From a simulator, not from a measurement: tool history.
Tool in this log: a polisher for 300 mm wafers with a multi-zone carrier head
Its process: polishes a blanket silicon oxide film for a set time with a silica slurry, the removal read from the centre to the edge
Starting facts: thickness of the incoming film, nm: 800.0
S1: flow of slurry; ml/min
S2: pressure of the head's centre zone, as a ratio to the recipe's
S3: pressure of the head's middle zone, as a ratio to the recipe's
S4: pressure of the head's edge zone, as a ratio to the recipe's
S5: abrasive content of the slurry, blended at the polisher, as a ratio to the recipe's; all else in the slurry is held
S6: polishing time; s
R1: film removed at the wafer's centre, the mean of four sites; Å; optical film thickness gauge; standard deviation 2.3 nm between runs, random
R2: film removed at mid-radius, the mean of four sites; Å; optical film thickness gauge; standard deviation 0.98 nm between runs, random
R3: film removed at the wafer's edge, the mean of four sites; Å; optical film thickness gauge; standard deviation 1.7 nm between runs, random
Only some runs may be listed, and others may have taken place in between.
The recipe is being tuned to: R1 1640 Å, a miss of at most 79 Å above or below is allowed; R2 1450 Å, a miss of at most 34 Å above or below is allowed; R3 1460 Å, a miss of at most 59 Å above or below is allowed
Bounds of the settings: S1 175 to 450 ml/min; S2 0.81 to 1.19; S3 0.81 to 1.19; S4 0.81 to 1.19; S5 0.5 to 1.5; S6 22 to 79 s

run 1 hour=0 | S1=290 S2=1 S3=1 S4=1 S5=1 S6=50 | R1=1544 R2=1615.1 R3=1611.3
run 2 hour=6.1 | S1=285 S2=1.03 S3=0.97 S4=0.96 S5=1 S6=50 | R1=1597.8 R2=1563.7 R3=1563.8
run 3 hour=14.3 | S1=275 S2=1.04 S3=0.95 S4=0.94 S5=1 S6=50 | R1=1600.6 R2=1519.3 R3=1561.4
run 4 hour=21.4 | S1=270 S2=1.06 S3=0.94 S4=0.91 S5=1 S6=50 | R1=1618.6 R2=1513.8 R3=1533.8
-- hour=23.5 worn pad replaced by a new one
run 5 hour=23.5 | S1=270 S2=1.06 S3=1 S4=0.91 S5=1 S6=50 | R1=1770.8 R2=1774.5 R3=1691.6
run 6 hour=29.2 | S1=290 S2=1.06 S3=0.97 S4=0.89 S5=1 S6=50 | R1=1844.1 R2=1757.5 R3=1711.2
run 7 hour=32.5 | S1=255 S2=1.09 S3=0.96 S4=0.89 S5=1 S6=50 | R1=1852.7 R2=1684.7 R3=1677
run 8 hour=40 | S1=270 S2=1.08 S3=0.94 S4=0.87 S5=0.95 S6=50 | R1=1765.7 R2=1644.7 R3=1650.2
run 9 hour=43.6 | S1=265 S2=1.09 S3=0.94 S4=0.88 S5=0.95 S6=49 | R1=1822.5 R2=1585.6 R3=1599.6
run 10 hour=44.6 | S1=255 S2=1.08 S3=0.94 S4=0.88 S5=0.9 S6=49 | R1=1697 R2=1524.4 R3=1534.8
run 11 hour=47.7 | S1=245 S2=1.08 S3=0.94 S4=0.88 S5=0.9 S6=49 | R1=1662.6 R2=1534.4 R3=1521.3
run 12 hour=55 | S1=235 S2=1.09 S3=0.93 S4=0.88 S5=0.9 S6=49 | R1=1677.4 R2=1491.1 R3=1534.6

Pick the move, out of 4, that brings all results within their allowed miss; only one does.
run A hour=62.3 | S1=220 S2=1.18 S3=0.9 S4=0.82 S5=0.9 S6=48 | R1=? R2=? R3=?
run B hour=62.3 | S1=250 S2=1.12 S3=0.95 S4=0.91 S5=0.95 S6=44 | R1=? R2=? R3=?
run C hour=62.3 | S1=345 S2=1.03 S3=0.96 S4=0.88 S5=0.75 S6=57 | R1=? R2=? R3=?
run D hour=62.3 | S1=275 S2=1.17 S3=0.96 S4=0.81 S5=0.9 S6=49 | R1=? R2=? R3=?

move=A R1=1772.1 R2=1439.4 R3=1451.7
move=B R1=1623.4 R2=1450.2 R3=1457
move=C R1=1614.1 R2=1579.4 R3=1542.1
move=D R1=1827.3 R2=1574.1 R3=1492.1
A: corrects the largest miss of the last run, while another result sits out of spec
B: each result inside its tolerance
C: the biggest miss grows against the last run
D: corrects the largest miss of the last run, while another result sits out of spec
B meets every target.
